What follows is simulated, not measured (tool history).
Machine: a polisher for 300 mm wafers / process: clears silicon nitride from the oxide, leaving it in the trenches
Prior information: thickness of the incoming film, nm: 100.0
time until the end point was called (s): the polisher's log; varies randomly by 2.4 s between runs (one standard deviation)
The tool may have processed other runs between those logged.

run	day	flow of slurry (ml/min)	pressure of the wafer on the pad (kPa)	speed of the pad under the wafer (cm/s)	overpolish time after the end point (s)	time until the end point was called (s)
1	0	245	21.4	104	7	116.78
2	0.071	215	21.4	104	7	116.38
3	0.183	215	19.3	104	7	125.57
4	0.238	215	16.5	104	7	141.5
5	0.262	195	16.5	104	7	141.32
6	0.404	195	16.5	104	7	141.56
7	0.712	195	15.2	102	7	155.14
8	0.783	195	14.5	102	7	156.91
9	1.138	195	14.5	102	7	158.78

What does the tool deliver on the next run?
10	1.425	195	13.8	100	7	?

time until the end point was called (s): 169.16
